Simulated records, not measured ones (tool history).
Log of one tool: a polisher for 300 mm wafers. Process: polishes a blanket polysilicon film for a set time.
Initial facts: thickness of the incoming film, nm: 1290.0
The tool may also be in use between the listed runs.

run	day	flow of slurry (ml/min)	pressure of the wafer on the pad (psi)	speed of the pad under the wafer (cm/s)	polishing time (s)	film removed (nm)
1	0.000	205	3.2	96	72	542.03
2	0.250	165	3.2	96	72	518.66
3	0.350	165	3.7	96	72	580.49
4	0.379	160	3.3	96	72	529.36
5	0.500	160	3.3	106	72	572.51
6	0.729	125	3.3	106	72	539.05
7	1.083	125	3.0	106	72	497.40
8	1.404	125	2.8	106	72	456.28

Expected results for the next run?
9	1.775	125	2.7	106	72	?

{"run 9": {"film removed (nm)": 441.88}}
